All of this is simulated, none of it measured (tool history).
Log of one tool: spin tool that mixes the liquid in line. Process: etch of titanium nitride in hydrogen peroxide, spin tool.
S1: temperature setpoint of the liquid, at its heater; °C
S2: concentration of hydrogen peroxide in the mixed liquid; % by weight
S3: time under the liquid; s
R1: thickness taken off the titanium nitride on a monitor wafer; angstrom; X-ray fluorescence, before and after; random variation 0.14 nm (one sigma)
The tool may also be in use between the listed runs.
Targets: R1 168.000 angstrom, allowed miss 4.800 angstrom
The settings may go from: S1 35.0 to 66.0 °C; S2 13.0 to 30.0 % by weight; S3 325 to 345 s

Run 1, hour 0.0: S1 51.0 °C, S2 26.0 % by weight, S3 325 s. Result: R1 123.800 angstrom.
Run 2, hour 6.3: S1 52.5 °C, S2 26.0 % by weight, S3 325 s. Result: R1 136.740 angstrom.
Run 3, hour 8.1: S1 53.5 °C, S2 26.0 % by weight, S3 325 s. Result: R1 146.490 angstrom.
Run 4, hour 9.0: S1 53.5 °C, S2 23.5 % by weight, S3 325 s. Result: R1 143.070 angstrom.
Run 5, hour 17.8: S1 54.0 °C, S2 23.5 % by weight, S3 325 s. Result: R1 149.790 angstrom.
Run 6, hour 25.3: S1 47.5 °C, S2 23.5 % by weight, S3 325 s. Result: R1 94.902 angstrom.
Run 7, hour 28.7: S1 50.0 °C, S2 23.5 % by weight, S3 325 s. Result: R1 111.500 angstrom.
Run 8, hour 31.5: S1 52.0 °C, S2 23.5 % by weight, S3 325 s. Result: R1 129.170 angstrom.
Run 9, hour 35.4: S1 53.0 °C, S2 23.5 % by weight, S3 325 s. Result: R1 139.510 angstrom.
Run 10, hour 39.1: S1 54.0 °C, S2 23.5 % by weight, S3 325 s. Result: R1 150.250 angstrom.
Run 11, hour 47.1: S1 54.5 °C, S2 23.5 % by weight, S3 325 s. Result: R1 152.520 angstrom.
Run 12, hour 55.9: S1 55.0 °C, S2 23.5 % by weight, S3 325 s. Result: R1 160.870 angstrom.

5 next moves are on the table. One of them brings every result within its allowed miss. Which?
Run A, hour 64.7: S1 56.5 °C, S2 19.0 % by weight, S3 325 s. Result: R1 ?.
Run B, hour 64.7: S1 56.5 °C, S2 19.5 % by weight, S3 340 s. Result: R1 ?.
Run C, hour 64.7: S1 55.0 °C, S2 22.5 % by weight, S3 325 s. Result: R1 ?.
Run D, hour 64.7: S1 57.0 °C, S2 20.0 % by weight, S3 330 s. Result: R1 ?.
Run E, hour 64.7: S1 57.0 °C, S2 23.0 % by weight, S3 330 s. Result: R1 ?.

move       R1
   A  170.670
   B  179.540
   C  159.400
   D  181.380
   E  186.920
A: meets every target
B: takes the result that was furthest off past its target
C: further off than the last run
D: takes the result that was furthest off past its target
E: takes the result that was furthest off past its target
Answer: A

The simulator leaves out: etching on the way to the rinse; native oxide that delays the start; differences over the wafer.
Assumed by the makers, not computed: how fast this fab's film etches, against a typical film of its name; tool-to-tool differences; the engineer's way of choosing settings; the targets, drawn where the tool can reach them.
